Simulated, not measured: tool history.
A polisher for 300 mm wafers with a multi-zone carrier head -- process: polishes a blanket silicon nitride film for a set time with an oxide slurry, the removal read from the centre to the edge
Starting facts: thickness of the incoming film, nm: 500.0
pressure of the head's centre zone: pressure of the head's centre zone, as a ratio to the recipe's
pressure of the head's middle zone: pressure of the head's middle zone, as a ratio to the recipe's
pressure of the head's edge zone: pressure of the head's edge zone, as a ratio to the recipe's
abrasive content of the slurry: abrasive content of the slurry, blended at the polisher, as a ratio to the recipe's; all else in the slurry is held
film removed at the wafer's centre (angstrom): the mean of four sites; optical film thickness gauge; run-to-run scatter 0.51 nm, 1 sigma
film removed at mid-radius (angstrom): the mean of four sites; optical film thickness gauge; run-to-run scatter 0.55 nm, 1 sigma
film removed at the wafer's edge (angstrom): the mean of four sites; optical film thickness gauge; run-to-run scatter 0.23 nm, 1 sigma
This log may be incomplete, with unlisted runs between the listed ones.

run,hour,flow of slurry (ml/min),pressure of the head's centre zone,pressure of the head's middle zone,pressure of the head's edge zone,abrasive content of the slurry,polishing time (s),film removed at the wafer's centre (angstrom),film removed at mid-radius (angstrom),film removed at the wafer's edge (angstrom)
1,0,250,1,1,1,1,38,243.57,252.41,252.84
2,6,250,1,1,1,0.8,38,215.59,229.36,229.99
3,9,250,0.94,1,1,0.8,38,199.13,225.39,227.54
4,11.3,250,0.94,1,0.94,0.8,38,201.9,229.98,225.06
5,18.8,250,0.94,1.01,0.94,0.85,38,207.91,239.84,231.86
6,25.7,250,0.94,1.08,0.94,0.85,38,208.12,245.85,229.69
7,33.2,250,0.94,1.08,0.94,0.9,38,209.25,263.84,236.57
8,36.9,250,0.95,1.07,0.95,0.95,38,227.97,264.63,242.26
9,45,250,0.94,1.07,0.96,1,38,220.82,272,250.76

What does the tool deliver on the next run?
10,51.1,250,0.95,1.07,0.97,1.05,38,?,?,?

film removed at the wafer's centre (angstrom): 233.21
film removed at mid-radius (angstrom): 276.11
film removed at the wafer's edge (angstrom): 253.97
